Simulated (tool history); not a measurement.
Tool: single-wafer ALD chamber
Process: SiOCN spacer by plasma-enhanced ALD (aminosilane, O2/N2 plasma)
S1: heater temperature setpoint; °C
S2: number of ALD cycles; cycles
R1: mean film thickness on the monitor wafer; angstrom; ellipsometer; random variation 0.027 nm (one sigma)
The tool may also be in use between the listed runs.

run  hour   S1   S2      R1
  1     0  415  111   58.51
  2   1.5  417  108  56.353
  3   4.2  419  106  54.933
  4   5.3  419  113  59.088
  5  14.4  419   98  50.655
  6  19.7  420   98   51.11

Forecast run 7:
  7  21.9  421  97   ?

R1: 50.013 angstrom
